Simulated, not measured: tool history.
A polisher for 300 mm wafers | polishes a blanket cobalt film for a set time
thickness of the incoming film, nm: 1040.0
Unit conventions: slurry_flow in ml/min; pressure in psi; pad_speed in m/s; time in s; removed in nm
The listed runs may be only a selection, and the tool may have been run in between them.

run 1 hour=0 | slurry_flow=235 pressure=1.8 pad_speed=0.96 time=117 | removed=538.11
run 2 hour=0.6 | slurry_flow=235 pressure=1.8 pad_speed=0.96 time=123 | removed=568.56
run 3 hour=4.1 | slurry_flow=230 pressure=1.6 pad_speed=0.84 time=123 | removed=446.45
run 4 hour=11.1 | slurry_flow=230 pressure=1.9 pad_speed=0.84 time=123 | removed=518.17
run 5 hour=13.3 | slurry_flow=200 pressure=1.9 pad_speed=0.84 time=123 | removed=515.7
run 6 hour=15.6 | slurry_flow=200 pressure=1.9 pad_speed=0.84 time=117 | removed=489.8
run 7 hour=16.8 | slurry_flow=200 pressure=1.6 pad_speed=0.76 time=117 | removed=380.64

Run 8 has not been measured yet. What should we expect?
run 8 hour=23.9 | slurry_flow=180 pressure=1.1 pad_speed=0.48 time=117 | removed=?

Run 8 yielded removed 175.22 nm.
